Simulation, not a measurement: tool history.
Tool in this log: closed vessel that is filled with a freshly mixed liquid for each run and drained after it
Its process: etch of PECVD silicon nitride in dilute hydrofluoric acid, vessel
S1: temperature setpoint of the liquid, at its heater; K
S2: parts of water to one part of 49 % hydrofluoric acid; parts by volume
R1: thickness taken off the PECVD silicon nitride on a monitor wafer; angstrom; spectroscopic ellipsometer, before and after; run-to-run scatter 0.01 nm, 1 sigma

Run 1, day 0: S1 297.15 K, S2 90 parts by volume, time in the liquid (s) 50. Result: R1 21.891 angstrom.
Run 2, day 0.275: S1 297.15 K, S2 60 parts by volume, time in the liquid (s) 50. Result: R1 32.867 angstrom.
Run 3, day 0.575: S1 297.15 K, S2 45 parts by volume, time in the liquid (s) 50. Result: R1 44.198 angstrom.
Run 4, day 0.892: S1 297.15 K, S2 30 parts by volume, time in the liquid (s) 50. Result: R1 65.038 angstrom.
Run 5, day 1: S1 295.15 K, S2 45 parts by volume, time in the liquid (s) 50. Result: R1 37.563 angstrom.
Run 6, day 1.046: S1 293.65 K, S2 50 parts by volume, time in the liquid (s) 50. Result: R1 31.215 angstrom.
Run 7, day 1.1: S1 292.65 K, S2 60 parts by volume, time in the liquid (s) 50. Result: R1 24.272 angstrom.
Run 8, day 1.408: S1 292.15 K, S2 65 parts by volume, time in the liquid (s) 50. Result: R1 21.406 angstrom.

Estimate the outcome of run 9 from the log above:
Run 9, day 1.533: S1 291.65 K, S2 70 parts by volume, time in the liquid (s) 50. Result: R1 ?.

For run 9 the tool returned R1 19.37 angstrom.
